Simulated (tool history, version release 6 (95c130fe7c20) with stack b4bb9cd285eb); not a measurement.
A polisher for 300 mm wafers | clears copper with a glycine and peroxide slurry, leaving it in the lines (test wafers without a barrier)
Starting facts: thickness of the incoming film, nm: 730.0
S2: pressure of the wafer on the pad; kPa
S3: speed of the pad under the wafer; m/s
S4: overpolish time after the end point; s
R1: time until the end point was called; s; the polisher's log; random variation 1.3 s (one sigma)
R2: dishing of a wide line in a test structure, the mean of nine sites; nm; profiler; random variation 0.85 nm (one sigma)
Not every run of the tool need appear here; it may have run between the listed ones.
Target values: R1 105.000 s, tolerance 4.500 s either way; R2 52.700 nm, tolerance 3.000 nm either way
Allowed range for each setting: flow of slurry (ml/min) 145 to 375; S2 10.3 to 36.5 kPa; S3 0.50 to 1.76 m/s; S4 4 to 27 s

Run 1, hour 0.0: flow of slurry (ml/min) 240, S2 23.4 kPa, S3 1.12 m/s, S4 14 s. Result: R1 138.320 s, R2 52.067 nm.
Run 2, hour 1.9: flow of slurry (ml/min) 240, S2 24.8 kPa, S3 1.12 m/s, S4 13 s. Result: R1 133.630 s, R2 48.918 nm.
Run 3, hour 5.8: flow of slurry (ml/min) 240, S2 24.8 kPa, S3 1.12 m/s, S4 19 s. Result: R1 134.990 s, R2 69.775 nm.
Run 4, hour 6.7: flow of slurry (ml/min) 240, S2 24.8 kPa, S3 1.22 m/s, S4 19 s. Result: R1 124.660 s, R2 73.370 nm.
Run 5, hour 8.5: flow of slurry (ml/min) 240, S2 25.5 kPa, S3 1.22 m/s, S4 17 s. Result: R1 120.630 s, R2 65.374 nm.
Run 6, hour 11.2: flow of slurry (ml/min) 265, S2 25.5 kPa, S3 1.22 m/s, S4 17 s. Result: R1 121.230 s, R2 67.467 nm.
Run 7, hour 13.9: flow of slurry (ml/min) 265, S2 26.2 kPa, S3 1.22 m/s, S4 16 s. Result: R1 120.100 s, R2 65.191 nm.
Run 8, hour 15.0: flow of slurry (ml/min) 260, S2 26.9 kPa, S3 1.22 m/s, S4 15 s. Result: R1 117.440 s, R2 61.895 nm.
At hour 18.2: worn pad replaced by a new one.
Run 9, hour 18.2: flow of slurry (ml/min) 260, S2 27.6 kPa, S3 1.22 m/s, S4 14 s. Result: R1 103.760 s, R2 65.573 nm.
Run 10, hour 26.7: flow of slurry (ml/min) 260, S2 27.6 kPa, S3 1.22 m/s, S4 13 s. Result: R1 104.730 s, R2 60.946 nm.
Run 11, hour 29.7: flow of slurry (ml/min) 260, S2 27.6 kPa, S3 1.22 m/s, S4 12 s. Result: R1 104.840 s, R2 59.048 nm.

Of the 5 settings listed for the next run, only one would bring every result within its allowed miss of target. Which one?
Run A, hour 32.7: flow of slurry (ml/min) 275, S2 27.6 kPa, S3 1.12 m/s, S4 13 s. Result: R1 ?, R2 ?.
Run B, hour 32.7: flow of slurry (ml/min) 260, S2 28.3 kPa, S3 1.28 m/s, S4 10 s. Result: R1 ?, R2 ?.
Run C, hour 32.7: flow of slurry (ml/min) 235, S2 29.0 kPa, S3 1.16 m/s, S4 11 s. Result: R1 ?, R2 ?.
Run D, hour 32.7: flow of slurry (ml/min) 255, S2 31.0 kPa, S3 1.16 m/s, S4 14 s. Result: R1 ?, R2 ?.
Run E, hour 32.7: flow of slurry (ml/min) 250, S2 29.0 kPa, S3 1.28 m/s, S4 10 s. Result: R1 ?, R2 ?.

move       R1      R2
   A  112.880  57.966
   B   98.769  51.899
   C  106.800  52.781
   D  100.160  68.308
   E   97.206  52.656
A: an improvement on the last run, though not all results are within tolerance
B: gets the furthest-off result to its target, but another result is out of tolerance
C: in spec on every target
D: the biggest miss grows against the last run
E: gets the furthest-off result to its target, but another result is out of tolerance
Go with C: it meets all targets.
